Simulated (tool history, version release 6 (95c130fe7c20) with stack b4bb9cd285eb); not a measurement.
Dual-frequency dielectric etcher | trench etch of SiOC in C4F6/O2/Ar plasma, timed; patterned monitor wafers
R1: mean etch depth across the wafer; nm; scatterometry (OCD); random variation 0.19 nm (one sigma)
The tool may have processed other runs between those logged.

run 1 hour=0 | source_power_(kW)=0.47 bias_power_(kW)=0.201 etch_time_(s)=32 | R1=80.563
run 2 hour=3.4 | source_power_(kW)=0.54 bias_power_(kW)=0.201 etch_time_(s)=32 | R1=85.606
run 3 hour=5.8 | source_power_(kW)=0.5 bias_power_(kW)=0.199 etch_time_(s)=32 | R1=82.365
run 4 hour=10.1 | source_power_(kW)=0.46 bias_power_(kW)=0.199 etch_time_(s)=32 | R1=79.23
run 5 hour=16.3 | source_power_(kW)=0.5 bias_power_(kW)=0.199 etch_time_(s)=32 | R1=82.3
run 6 hour=20.5 | source_power_(kW)=0.47 bias_power_(kW)=0.197 etch_time_(s)=32 | R1=79.323
run 7 hour=24.2 | source_power_(kW)=0.45 bias_power_(kW)=0.196 etch_time_(s)=32 | R1=78.152

What will run 8 give?
run 8 hour=27.2 | source_power_(kW)=0.43 bias_power_(kW)=0.195 etch_time_(s)=32 | R1=?

{"run 8": {"R1": 76.46}}

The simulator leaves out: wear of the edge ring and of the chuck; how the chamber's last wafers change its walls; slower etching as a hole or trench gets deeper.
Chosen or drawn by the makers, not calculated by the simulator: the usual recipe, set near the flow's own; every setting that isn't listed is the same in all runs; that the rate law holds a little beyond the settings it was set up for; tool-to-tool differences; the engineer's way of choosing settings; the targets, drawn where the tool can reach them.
